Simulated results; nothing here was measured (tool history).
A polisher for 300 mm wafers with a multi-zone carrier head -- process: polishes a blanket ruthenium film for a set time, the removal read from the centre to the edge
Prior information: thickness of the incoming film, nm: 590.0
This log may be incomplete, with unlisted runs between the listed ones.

run	hour	flow of slurry (ml/min)	pressure of the head's centre zone	pressure of the head's middle zone	pressure of the head's edge zone	polishing time (s)	film removed at the wafer's centre (nm)	film removed at mid-radius (nm)	film removed at the wafer's edge (nm)
1	0	270	1	1	1	88	84.762	89.024	86.617
2	5.2	270	1	1	1	68	64.952	68.775	67.605
3	10.3	270	1.08	1	1	68	71.25	68.445	67.406
4	18	210	1.08	1	1	68	69.725	67.096	65.845
5	23.6	235	1.05	0.99	1.05	80	78.287	79.615	83.228
6	25.7	245	1.08	1.01	1.09	85	87.785	86.086	87.513

Predict the results of run 7:
7	31.8	240	1.07	1	1.11	92	?	?	?

Run 7 yielded film removed at the wafer's centre (nm) 91.966, film removed at mid-radius (nm) 91.265, film removed at the wafer's edge (nm) 94.356.

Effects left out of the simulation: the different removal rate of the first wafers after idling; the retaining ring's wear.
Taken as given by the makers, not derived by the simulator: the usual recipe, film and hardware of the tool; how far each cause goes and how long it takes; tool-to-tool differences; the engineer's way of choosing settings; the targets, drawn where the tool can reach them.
